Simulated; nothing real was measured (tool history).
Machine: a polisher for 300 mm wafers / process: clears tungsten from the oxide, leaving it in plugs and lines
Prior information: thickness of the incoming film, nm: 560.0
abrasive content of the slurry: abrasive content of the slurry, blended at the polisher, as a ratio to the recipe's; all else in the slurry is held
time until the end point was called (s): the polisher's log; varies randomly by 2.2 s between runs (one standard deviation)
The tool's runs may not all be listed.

run  hour  flow of slurry (ml/min)  pressure of the wafer on the pad (psi)  speed of the pad under the wafer (m/s)  abrasive content of the slurry  overpolish time after the end point (s)  time until the end point was called (s)
  1     0                      200                                     3.5                                    1.02                               1                                       33                                   160.86
  2   7.5                      165                                     3.5                                    1.02                               1                                       33                                   164.69
  3  10.5                      165                                     3.5                                    1.02                            0.85                                       33                                   171.19
  4  14.6                      165                                     3.4                                    1.02                            0.85                                       33                                   173.84
  5  16.5                      165                                     3.3                                    1.02                            0.85                                       33                                   178.11
  6  19.9                      165                                     3.2                                    1.02                            0.85                                       33                                   183.52
  7  28.6                      165                                     3.1                                    1.02                            0.85                                       33                                   188.77

What will run 8 give?
  8  35.6                      165                                       3                                    1.02                            0.85                                       33                                        ?

time until the end point was called (s): 197.1

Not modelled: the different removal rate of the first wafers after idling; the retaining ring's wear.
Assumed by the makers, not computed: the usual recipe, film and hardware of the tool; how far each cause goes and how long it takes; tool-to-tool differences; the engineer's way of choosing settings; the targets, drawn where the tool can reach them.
